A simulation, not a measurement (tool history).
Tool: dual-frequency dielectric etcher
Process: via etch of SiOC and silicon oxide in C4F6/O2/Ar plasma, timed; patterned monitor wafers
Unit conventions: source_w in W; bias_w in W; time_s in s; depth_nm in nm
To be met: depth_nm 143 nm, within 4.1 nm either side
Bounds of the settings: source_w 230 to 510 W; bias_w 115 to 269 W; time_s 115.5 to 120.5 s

run,hour,source_w,bias_w,time_s,depth_nm
1,0,370,192,115.5,118.94
2,7.7,370,166,115.5,114.67
3,12.9,370,166,120.5,118.95
4,21,370,166,115.5,113.98
5,28.6,390,174,116.5,119.44
6,33.5,350,174,116.5,113.55
7,36.1,420,212,119.5,133.15
8,38.8,430,214,119.5,135.2
9,40.3,440,216,119.5,136.49
10,43.9,440,217,119.5,136.04
11,46.8,440,219,119.5,136.66
12,53.5,440,221,119.5,137.27
13,57.3,440,222,119.5,137.81
14,65.1,440,223,119.5,137.7

5 next moves are on the table. One of them brings every result within its allowed miss. Which?
A,72.9,420,237,117,?
B,72.9,440,246,115.5,?
C,72.9,430,229,118.5,?
D,72.9,510,228,115.5,?
E,72.9,450,211,119,?

move,depth_nm
A,134.61
B,136.96
C,136.29
D,142.33
E,136.23
A: misses by more than the last run did
B: misses by more than the last run did
C: misses by more than the last run did
D: every result lands within tolerance
E: misses by more than the last run did
Correct choice: D, which meets every target
